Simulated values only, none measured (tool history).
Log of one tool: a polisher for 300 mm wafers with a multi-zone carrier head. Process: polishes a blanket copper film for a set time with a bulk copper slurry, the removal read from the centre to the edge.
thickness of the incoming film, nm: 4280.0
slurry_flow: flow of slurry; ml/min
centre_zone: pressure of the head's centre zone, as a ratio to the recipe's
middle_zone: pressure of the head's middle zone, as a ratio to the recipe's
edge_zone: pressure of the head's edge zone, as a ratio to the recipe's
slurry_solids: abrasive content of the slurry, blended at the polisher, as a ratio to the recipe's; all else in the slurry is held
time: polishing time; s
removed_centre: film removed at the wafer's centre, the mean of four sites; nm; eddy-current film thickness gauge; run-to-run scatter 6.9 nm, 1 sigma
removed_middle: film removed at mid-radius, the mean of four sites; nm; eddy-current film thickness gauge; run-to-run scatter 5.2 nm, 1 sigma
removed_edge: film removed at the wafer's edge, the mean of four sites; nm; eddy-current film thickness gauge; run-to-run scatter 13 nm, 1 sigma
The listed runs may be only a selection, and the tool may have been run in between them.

run	hour	slurry_flow	centre_zone	middle_zone	edge_zone	slurry_solids	time	removed_centre	removed_middle	removed_edge
1	0.0	175	1.00	1.00	1.00	1.00	71	970.34	973.43	949.01
2	3.8	165	0.98	0.98	1.00	1.00	71	950.11	949.56	927.14
3	8.0	165	0.98	0.98	1.06	1.00	71	936.45	934.45	972.42
4	12.2	165	0.98	0.93	1.06	1.00	71	955.69	900.32	960.99
5	15.0	165	0.95	0.93	1.06	1.00	71	938.72	911.00	978.09
6	21.9	155	0.93	0.93	1.06	0.95	71	896.82	881.18	945.51
7	25.6	150	0.92	0.93	1.06	0.95	71	891.94	878.12	905.25
8	29.4	130	0.82	0.87	1.16	0.95	71	803.14	819.89	975.58
9	34.5	130	0.82	0.87	1.14	0.95	71	805.04	813.61	955.31
10	37.8	130	0.82	0.87	1.14	0.95	71	793.63	823.03	943.78
11	41.0	130	0.82	0.87	1.13	0.95	71	802.34	821.98	935.24
12	47.8	130	0.82	0.87	1.12	0.95	71	804.11	815.86	948.82
13	55.9	130	0.82	0.88	1.11	0.95	71	793.35	824.73	930.68

Run 14 comes next. What will it give?
14	57.8	130	0.82	0.88	1.10	0.95	71	?	?	?

Logged for run 14: removed_centre 814.62 nm, removed_middle 830.81 nm, removed_edge 925.09 nm.
